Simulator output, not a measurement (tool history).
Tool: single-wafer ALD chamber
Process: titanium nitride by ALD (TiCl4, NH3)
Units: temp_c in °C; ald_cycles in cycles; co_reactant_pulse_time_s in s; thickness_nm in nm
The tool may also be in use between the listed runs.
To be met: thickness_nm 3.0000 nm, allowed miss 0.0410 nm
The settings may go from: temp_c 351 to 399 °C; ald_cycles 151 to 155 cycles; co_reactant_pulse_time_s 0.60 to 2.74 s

{"run": 1, "day": 0.0, "temp_c": 375, "ald_cycles": 151, "co_reactant_pulse_time_s": 1.67, "thickness_nm": 3.1915}
{"run": 2, "day": 0.233, "temp_c": 379, "ald_cycles": 151, "co_reactant_pulse_time_s": 1.67, "thickness_nm": 3.2247}
{"run": 3, "day": 0.521, "temp_c": 379, "ald_cycles": 151, "co_reactant_pulse_time_s": 1.67, "thickness_nm": 3.2194}
{"run": 4, "day": 0.629, "temp_c": 379, "ald_cycles": 155, "co_reactant_pulse_time_s": 1.67, "thickness_nm": 3.3164}
{"run": 5, "day": 1.012, "temp_c": 384, "ald_cycles": 155, "co_reactant_pulse_time_s": 1.67, "thickness_nm": 3.3202}
{"run": 6, "day": 1.379, "temp_c": 380, "ald_cycles": 154, "co_reactant_pulse_time_s": 1.53, "thickness_nm": 3.2724}
{"run": 7, "day": 1.417, "temp_c": 377, "ald_cycles": 154, "co_reactant_pulse_time_s": 1.41, "thickness_nm": 3.2261}
{"run": 8, "day": 1.679, "temp_c": 376, "ald_cycles": 154, "co_reactant_pulse_time_s": 1.33, "thickness_nm": 3.1962}
{"run": 9, "day": 1.929, "temp_c": 375, "ald_cycles": 154, "co_reactant_pulse_time_s": 1.28, "thickness_nm": 3.175}
{"run": 10, "day": 2.167, "temp_c": 374, "ald_cycles": 154, "co_reactant_pulse_time_s": 1.24, "thickness_nm": 3.1617}
{"run": 11, "day": 2.442, "temp_c": 373, "ald_cycles": 154, "co_reactant_pulse_time_s": 1.21, "thickness_nm": 3.1384}

5 next moves are on the table. One of them brings every result within its allowed miss. Which?
{"run": "A", "day": 2.717, "temp_c": 381, "ald_cycles": 155, "co_reactant_pulse_time_s": 0.83, "thickness_nm": "?"}
{"run": "B", "day": 2.717, "temp_c": 378, "ald_cycles": 152, "co_reactant_pulse_time_s": 1.11, "thickness_nm": "?"}
{"run": "C", "day": 2.717, "temp_c": 379, "ald_cycles": 155, "co_reactant_pulse_time_s": 0.71, "thickness_nm": "?"}
{"run": "D", "day": 2.717, "temp_c": 375, "ald_cycles": 155, "co_reactant_pulse_time_s": 0.79, "thickness_nm": "?"}
{"run": "E", "day": 2.717, "temp_c": 380, "ald_cycles": 154, "co_reactant_pulse_time_s": 1.04, "thickness_nm": "?"}

move=A thickness_nm=3.0124
move=B thickness_nm=3.0919
move=C thickness_nm=2.8677
move=D thickness_nm=2.9253
move=E thickness_nm=3.1142
A: meets every target
B: nearer than the last run, and not there yet
C: takes the result that was furthest off past its target
D: takes the result that was furthest off past its target
E: nearer than the last run, and not there yet
Move A is the one to make.
